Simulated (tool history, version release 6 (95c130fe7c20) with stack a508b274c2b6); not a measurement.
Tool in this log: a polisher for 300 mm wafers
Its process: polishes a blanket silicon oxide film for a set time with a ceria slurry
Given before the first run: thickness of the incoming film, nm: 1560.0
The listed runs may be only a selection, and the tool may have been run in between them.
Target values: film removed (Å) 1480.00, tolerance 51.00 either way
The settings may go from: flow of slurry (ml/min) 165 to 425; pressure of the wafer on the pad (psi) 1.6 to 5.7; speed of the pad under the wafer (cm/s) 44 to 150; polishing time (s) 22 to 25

run	day	flow of slurry (ml/min)	pressure of the wafer on the pad (psi)	speed of the pad under the wafer (cm/s)	polishing time (s)	film removed (Å)
1	0.000	275	3.6	96	25	972.07
2	0.317	275	4.0	96	25	1058.00
3	0.604	275	4.0	96	25	1079.30
4	0.812	275	4.8	96	25	1285.20
5	1.025	275	4.8	96	22	1145.10
6	1.325	275	4.8	96	25	1282.30
7	1.417	275	5.0	96	25	1328.80
8	1.604	275	5.1	96	25	1345.20

Which single option among these 5 for the next run brings every result within its allowed miss of target? Just one does.
A	1.792	305	5.2	94	22	?
B	1.792	270	5.4	104	24	?
C	1.792	240	4.6	96	25	?
D	1.792	300	5.2	112	24	?
E	1.792	310	4.9	116	25	?

move	film removed (Å)
A	1197.00
B	1478.60
C	1204.00
D	1546.10
E	1576.80
A: lands further from the targets than the last run did
B: each result inside its tolerance
C: lands further from the targets than the last run did
D: pushes the last run's worst result past its target
E: pushes the last run's worst result past its target
Move B is the one to make.
